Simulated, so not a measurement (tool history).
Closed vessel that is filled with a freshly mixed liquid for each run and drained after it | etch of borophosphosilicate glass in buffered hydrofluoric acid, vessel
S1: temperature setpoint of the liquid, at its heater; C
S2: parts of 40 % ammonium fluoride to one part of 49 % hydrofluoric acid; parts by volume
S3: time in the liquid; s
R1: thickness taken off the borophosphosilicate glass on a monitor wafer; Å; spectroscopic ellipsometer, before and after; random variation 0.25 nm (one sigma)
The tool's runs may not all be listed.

run	hour	S1	S2	S3	R1
1	0.0	22.0	11.5	30	334.55
2	6.0	24.0	10.0	30	426.94
3	12.2	25.5	9.0	30	496.03
4	14.8	26.5	8.0	30	593.31
5	20.6	26.5	8.0	30	594.12
6	24.3	29.0	8.0	30	679.30
7	28.3	29.0	7.5	30	724.42

Run 8 comes next. What will it give?
8	34.3	30.0	6.5	30	?

Run 8 gave R1 874.71 Å.

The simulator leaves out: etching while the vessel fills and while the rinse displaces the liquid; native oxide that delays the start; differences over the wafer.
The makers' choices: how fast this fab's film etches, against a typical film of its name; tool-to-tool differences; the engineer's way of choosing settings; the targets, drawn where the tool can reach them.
